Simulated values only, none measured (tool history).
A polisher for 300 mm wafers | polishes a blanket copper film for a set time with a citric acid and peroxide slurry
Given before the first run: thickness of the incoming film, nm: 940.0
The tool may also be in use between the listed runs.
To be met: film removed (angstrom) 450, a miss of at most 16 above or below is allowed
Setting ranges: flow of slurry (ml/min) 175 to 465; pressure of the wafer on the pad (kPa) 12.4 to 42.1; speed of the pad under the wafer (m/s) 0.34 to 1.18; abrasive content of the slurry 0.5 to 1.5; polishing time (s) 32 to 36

run,hour,flow of slurry (ml/min),pressure of the wafer on the pad (kPa),speed of the pad under the wafer (m/s),abrasive content of the slurry,polishing time (s),film removed (angstrom)
1,0,295,26.9,0.76,1,36,779.13
2,7.6,245,26.9,0.76,1,36,755.19
3,8.3,240,23.4,0.76,1,36,668.17
4,11.9,310,23.4,0.76,1,36,671.63
5,16.7,310,21.4,0.76,1,36,626.5
6,19,310,19.3,0.76,1,36,581.38
7,25.1,310,12.4,0.74,1,36,389.88
8,32.4,310,15.9,0.74,1,36,479.75

Which of these 4 next moves meets every target?
A,39.7,290,15.2,0.84,0.9,36,?
B,39.7,310,18.6,0.7,1.1,32,?
C,39.7,335,15.9,0.78,1.05,35,?
D,39.7,275,18.6,0.7,0.9,32,?

move,film removed (angstrom)
A,494.61
B,477.96
C,492.01
D,455.63
A: lands further from the targets than the last run did
B: moves toward the targets from the last run without getting all of them in spec
C: lands further from the targets than the last run did
D: hits every target within its allowed miss
D meets every target.

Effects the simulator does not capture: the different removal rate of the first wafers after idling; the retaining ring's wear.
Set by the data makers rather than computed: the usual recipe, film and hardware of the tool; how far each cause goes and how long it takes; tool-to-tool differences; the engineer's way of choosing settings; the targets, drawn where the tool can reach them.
